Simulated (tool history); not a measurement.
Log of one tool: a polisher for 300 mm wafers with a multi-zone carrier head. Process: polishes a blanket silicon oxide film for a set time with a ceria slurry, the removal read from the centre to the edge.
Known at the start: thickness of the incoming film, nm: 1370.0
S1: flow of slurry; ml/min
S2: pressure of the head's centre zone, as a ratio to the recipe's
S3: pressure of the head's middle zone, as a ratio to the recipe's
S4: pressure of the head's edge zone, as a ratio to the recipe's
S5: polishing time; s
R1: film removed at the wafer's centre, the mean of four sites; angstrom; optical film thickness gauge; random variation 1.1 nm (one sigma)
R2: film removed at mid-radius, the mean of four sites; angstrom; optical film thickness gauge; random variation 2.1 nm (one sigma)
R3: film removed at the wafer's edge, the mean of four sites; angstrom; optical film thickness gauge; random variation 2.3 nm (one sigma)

{"run": 1, "hour": 0.0, "S1": 160, "S2": 1, "S3": 1, "S4": 1, "S5": 63, "R1": 2364.7, "R2": 2472.4, "R3": 2429.9}
{"run": 2, "hour": 3.5, "S1": 160, "S2": 1, "S3": 1, "S4": 0.92, "S5": 63, "R1": 2381, "R2": 2454, "R3": 2317}
{"run": 3, "hour": 8.6, "S1": 150, "S2": 0.96, "S3": 0.96, "S4": 0.92, "S5": 60, "R1": 2157, "R2": 2285.7, "R3": 2188.3}
{"run": 4, "hour": 15.2, "S1": 140, "S2": 0.95, "S3": 0.92, "S4": 0.95, "S5": 56, "R1": 1949.9, "R2": 2001, "R3": 2071}
{"run": 5, "hour": 23.6, "S1": 140, "S2": 0.95, "S3": 0.92, "S4": 0.92, "S5": 56, "R1": 1979, "R2": 2029.9, "R3": 2069.1}
{"run": 6, "hour": 27.9, "S1": 140, "S2": 0.95, "S3": 0.99, "S4": 0.92, "S5": 56, "R1": 1974.9, "R2": 2152.6, "R3": 2026.1}
{"run": 7, "hour": 29.1, "S1": 130, "S2": 0.93, "S3": 0.95, "S4": 0.93, "S5": 54, "R1": 1799.1, "R2": 1950.7, "R3": 1957.8}

Forecast run 8:
{"run": 8, "hour": 35.9, "S1": 125, "S2": 0.92, "S3": 0.92, "S4": 0.93, "S5": 53, "R1": "?", "R2": "?", "R3": "?"}

Run 8 gave R1 1740.7 angstrom, R2 1860.3 angstrom, R3 1902.4 angstrom.
